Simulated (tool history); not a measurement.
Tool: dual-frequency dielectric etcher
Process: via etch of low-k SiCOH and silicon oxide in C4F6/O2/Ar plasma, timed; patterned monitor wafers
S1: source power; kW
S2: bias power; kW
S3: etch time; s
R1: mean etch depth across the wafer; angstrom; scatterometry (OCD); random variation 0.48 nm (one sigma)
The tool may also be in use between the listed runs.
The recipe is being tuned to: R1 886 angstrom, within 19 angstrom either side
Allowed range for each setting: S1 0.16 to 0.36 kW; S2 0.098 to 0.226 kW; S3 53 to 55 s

| run | hour | S1 | S2 | S3 | R1 |
|---|---|---|---|---|---|
| 1 | 0 | 0.26 | 0.162 | 53 | 1091.4 |
| 2 | 4.1 | 0.26 | 0.146 | 53 | 1049.5 |
| 3 | 9.2 | 0.26 | 0.146 | 55 | 1087.6 |
| 4 | 12.4 | 0.24 | 0.146 | 55 | 1024.5 |
| 5 | 21.2 | 0.28 | 0.146 | 55 | 1137.9 |
| 6 | 24.1 | 0.25 | 0.143 | 55 | 1054.1 |
| 7 | 31.6 | 0.23 | 0.141 | 55 | 994.6 |
| 8 | 32.4 | 0.18 | 0.135 | 55 | 802.21 |
| 9 | 35.6 | 0.19 | 0.135 | 55 | 848.38 |

Of the 4 settings listed for the next run, only one would bring every result within its allowed miss of target. Which one?
| A | 38.8 | 0.18 | 0.151 | 55 | ? |
| B | 38.8 | 0.18 | 0.139 | 55 | ? |
| C | 38.8 | 0.22 | 0.126 | 53 | ? |
| D | 38.8 | 0.19 | 0.132 | 54.5 | ? |

| move | R1 |
|---|---|
| A | 836.03 |
| B | 810.47 |
| C | 883.25 |
| D | 827.7 |
A: lands further from the targets than the last run did
B: lands further from the targets than the last run did
C: in spec on every target
D: lands further from the targets than the last run did
C meets every target.

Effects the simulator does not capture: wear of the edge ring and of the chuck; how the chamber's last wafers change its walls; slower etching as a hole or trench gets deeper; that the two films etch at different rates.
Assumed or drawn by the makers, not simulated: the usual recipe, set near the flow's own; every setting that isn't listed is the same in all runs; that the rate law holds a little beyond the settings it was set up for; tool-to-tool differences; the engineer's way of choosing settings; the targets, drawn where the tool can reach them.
